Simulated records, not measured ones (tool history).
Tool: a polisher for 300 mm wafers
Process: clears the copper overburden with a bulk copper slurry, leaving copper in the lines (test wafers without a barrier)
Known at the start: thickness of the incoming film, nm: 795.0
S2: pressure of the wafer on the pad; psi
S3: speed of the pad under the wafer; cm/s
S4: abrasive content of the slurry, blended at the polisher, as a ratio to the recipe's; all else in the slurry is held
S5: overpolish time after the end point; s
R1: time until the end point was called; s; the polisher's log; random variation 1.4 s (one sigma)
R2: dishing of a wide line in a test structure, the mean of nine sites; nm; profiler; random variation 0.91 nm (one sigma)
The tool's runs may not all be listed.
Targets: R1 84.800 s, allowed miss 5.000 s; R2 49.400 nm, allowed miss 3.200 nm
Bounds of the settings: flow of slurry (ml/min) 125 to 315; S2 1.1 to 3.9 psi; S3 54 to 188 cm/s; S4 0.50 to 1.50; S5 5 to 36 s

run 1 hour=0.0 | flow_of_slurry_(ml/min)=205 S2=2.5 S3=120 S4=1.00 S5=18 | R1=104.380 R2=71.972
run 2 hour=6.8 | flow_of_slurry_(ml/min)=245 S2=2.5 S3=120 S4=1.00 S5=18 | R1=102.270 R2=73.832
run 3 hour=7.4 | flow_of_slurry_(ml/min)=230 S2=2.5 S3=124 S4=1.00 S5=16 | R1=97.376 R2=72.635
run 4 hour=10.6 | flow_of_slurry_(ml/min)=215 S2=2.4 S3=126 S4=1.05 S5=15 | R1=101.140 R2=64.939
run 5 hour=16.6 | flow_of_slurry_(ml/min)=215 S2=2.4 S3=128 S4=1.05 S5=14 | R1=96.755 R2=64.234
run 6 hour=20.4 | flow_of_slurry_(ml/min)=215 S2=2.4 S3=154 S4=1.05 S5=14 | R1=82.071 R2=71.114
run 7 hour=25.7 | flow_of_slurry_(ml/min)=230 S2=1.9 S3=168 S4=1.15 S5=5 | R1=87.062 R2=31.492
run 8 hour=27.8 | flow_of_slurry_(ml/min)=210 S2=2.5 S3=150 S4=0.95 S5=9 | R1=83.894 R2=54.182

4 next moves are on the table. One of them brings every result within its allowed miss. Which?
run A hour=29.9 | flow_of_slurry_(ml/min)=170 S2=2.4 S3=162 S4=0.75 S5=11 | R1=? R2=?
run B hour=29.9 | flow_of_slurry_(ml/min)=160 S2=2.3 S3=162 S4=1.10 S5=12 | R1=? R2=?
run C hour=29.9 | flow_of_slurry_(ml/min)=240 S2=2.0 S3=172 S4=1.00 S5=8 | R1=? R2=?
run D hour=29.9 | flow_of_slurry_(ml/min)=220 S2=2.8 S3=132 S4=1.15 S5=10 | R1=? R2=?

move=A R1=88.810 R2=58.874
move=B R1=86.373 R2=63.024
move=C R1=86.432 R2=47.490
move=D R1=85.614 R2=57.418
A: further off than the last run
B: further off than the last run
C: meets every target
D: further off than the last run
Answer: C
